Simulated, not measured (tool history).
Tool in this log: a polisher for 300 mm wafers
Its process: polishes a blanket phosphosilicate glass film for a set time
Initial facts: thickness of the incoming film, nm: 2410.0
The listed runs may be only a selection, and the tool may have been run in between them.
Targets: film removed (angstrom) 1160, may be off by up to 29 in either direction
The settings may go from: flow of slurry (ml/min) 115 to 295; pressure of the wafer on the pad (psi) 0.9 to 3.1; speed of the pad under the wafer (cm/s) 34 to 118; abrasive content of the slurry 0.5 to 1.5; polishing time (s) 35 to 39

run,hour,flow of slurry (ml/min),pressure of the wafer on the pad (psi),speed of the pad under the wafer (cm/s),abrasive content of the slurry,polishing time (s),film removed (angstrom)
1,0,190,2,76,1,39,1782.8
2,6.1,155,2,76,1,39,1703.5
3,12,155,2.4,76,1,39,2042.1
4,20.8,170,2.4,76,1,39,2078.2
5,22.8,165,2.3,76,1,39,2003.7
6,29.7,165,2.3,68,1,39,1856.4
7,31.1,165,2.3,68,1,39,1871.7
8,35.1,165,2.3,68,1,39,1870.8
9,40.8,160,2.2,68,1,39,1791.8
10,45.8,160,2.1,68,1,39,1706.8
11,54.3,160,2,68,1,39,1612.3
12,61.8,155,1.9,68,1,39,1535.8
13,67,150,1.8,68,1,39,1433.4
14,67.8,145,1.8,68,1,39,1436.3
15,72.9,135,1.6,68,1,39,1257.3

5 candidate next runs follow, results not yet known. Just one meets every target within its allowed miss. Identify it.
A,78,155,1.4,64,1,39,?
B,78,125,1.5,74,1.05,36,?
C,78,120,1.7,68,1,38,?
D,78,140,1.4,72,1,36,?
E,78,135,1.7,80,0.9,39,?

move,film removed (angstrom)
A,1097.7
B,1154.4
C,1260.1
D,1062.1
E,1373.9
A: takes the biggest miss from the last run beyond its target
B: every result lands within tolerance
C: no better and no worse than the last run
D: takes the biggest miss from the last run beyond its target
E: its largest miss is bigger than the last run's
The move that meets every target is B.

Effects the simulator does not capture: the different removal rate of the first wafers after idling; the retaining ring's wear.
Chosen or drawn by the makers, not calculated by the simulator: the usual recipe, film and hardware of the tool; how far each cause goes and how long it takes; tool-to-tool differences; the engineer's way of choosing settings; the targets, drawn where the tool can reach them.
